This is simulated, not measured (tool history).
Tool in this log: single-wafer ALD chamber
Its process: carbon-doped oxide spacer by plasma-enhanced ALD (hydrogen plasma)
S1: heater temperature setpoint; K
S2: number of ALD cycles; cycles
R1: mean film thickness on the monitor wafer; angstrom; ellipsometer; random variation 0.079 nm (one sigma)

| run | hour | S1 | S2 | R1 |
|---|---|---|---|---|
| 1 | 0.0 | 698.15 | 360 | 185.04 |
| 2 | 1.6 | 696.15 | 374 | 192.84 |
| 3 | 4.2 | 695.15 | 385 | 198.52 |
| 4 | 7.0 | 694.15 | 394 | 205.59 |
| 5 | 14.5 | 693.15 | 398 | 207.03 |
| 6 | 15.5 | 693.15 | 449 | 233.95 |
| 7 | 22.2 | 695.15 | 444 | 229.64 |

Run 8 has not been measured yet. What should we expect?
| 8 | 24.7 | 696.15 | 441 | ? |

Run 8 measured R1 227.49 angstrom.
